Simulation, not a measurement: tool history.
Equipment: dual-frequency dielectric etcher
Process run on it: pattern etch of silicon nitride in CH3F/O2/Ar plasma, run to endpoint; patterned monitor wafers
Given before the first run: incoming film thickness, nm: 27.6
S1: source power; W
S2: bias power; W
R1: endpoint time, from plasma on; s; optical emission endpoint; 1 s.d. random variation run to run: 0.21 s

| run | hour | S1 | S2 | R1 |
|---|---|---|---|---|
| 1 | 0.0 | 460 | 77 | 41.040 |
| 2 | 5.4 | 500 | 80 | 39.076 |
| 3 | 10.4 | 530 | 81 | 38.209 |
| 4 | 18.2 | 550 | 83 | 37.252 |
| 5 | 18.9 | 550 | 95 | 36.356 |
| 6 | 25.6 | 550 | 82 | 37.559 |
| 7 | 29.8 | 570 | 84 | 36.743 |

For run 8, what comes out?
| 8 | 35.9 | 590 | 85 | ? |

{"run 8": {"R1": 36.24}}
